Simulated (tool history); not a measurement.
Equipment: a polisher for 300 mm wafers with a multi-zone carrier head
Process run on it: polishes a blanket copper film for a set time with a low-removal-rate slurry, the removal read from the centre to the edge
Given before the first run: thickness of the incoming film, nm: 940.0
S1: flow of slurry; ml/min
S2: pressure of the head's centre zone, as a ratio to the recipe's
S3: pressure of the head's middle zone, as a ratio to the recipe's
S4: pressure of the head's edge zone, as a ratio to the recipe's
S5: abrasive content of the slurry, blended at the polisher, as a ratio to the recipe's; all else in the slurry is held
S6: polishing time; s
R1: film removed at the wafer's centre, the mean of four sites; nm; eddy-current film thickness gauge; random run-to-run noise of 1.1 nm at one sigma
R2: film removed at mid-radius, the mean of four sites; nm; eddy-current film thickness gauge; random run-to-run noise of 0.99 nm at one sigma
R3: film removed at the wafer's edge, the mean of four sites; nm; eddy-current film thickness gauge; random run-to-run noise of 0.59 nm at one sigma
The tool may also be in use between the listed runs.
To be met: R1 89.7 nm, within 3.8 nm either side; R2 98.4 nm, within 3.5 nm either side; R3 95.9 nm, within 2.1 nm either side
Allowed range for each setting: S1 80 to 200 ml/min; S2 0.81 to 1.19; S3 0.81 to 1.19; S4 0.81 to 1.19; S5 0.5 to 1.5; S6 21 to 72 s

run,day,S1,S2,S3,S4,S5,S6,R1,R2,R3
1,0,130,1,1,1,1,46,85.384,83.36,81.897
2,0.25,130,1,1.06,1,1,46,82.668,88.4,81.676
3,0.571,130,1,1.06,1,1.15,46,85.989,88.787,84.167
4,0.879,140,0.99,1.06,1.02,1.15,46,88.252,91.359,84.843
5,1.188,140,0.97,1.06,1.04,1.2,46,84.626,91.26,86.119
6,1.317,140,0.9,1.06,1.04,1.2,46,79.704,90.18,86.113
7,1.567,175,0.93,1.05,1.13,1.25,46,87.511,95.863,93.158
8,1.625,175,0.93,1.05,1.14,1.25,46,88.262,93.97,93.607

Exercise: of the 4 proposed moves below, exactly one satisfies all targets within the stated allowed misses. Which move is it?
A,1.683,175,1,1.09,1.08,1.2,47,?,?,?
B,1.683,170,0.98,0.94,1.19,1.25,47,?,?,?
C,1.683,155,0.88,0.95,1.14,1.35,48,?,?,?
D,1.683,165,0.93,1.05,1.09,1.35,48,?,?,?

move,R1,R2,R3
A,94.626,99.504,92.548
B,92.819,88.764,97.721
C,85.091,91.087,97.626
D,90.833,99.535,96.063
A: the furthest-off result lands on target, but another misses its tolerance
B: its largest miss is bigger than the last run's
C: its largest miss is bigger than the last run's
D: every result within its allowed miss
Correct choice: D, which meets every target
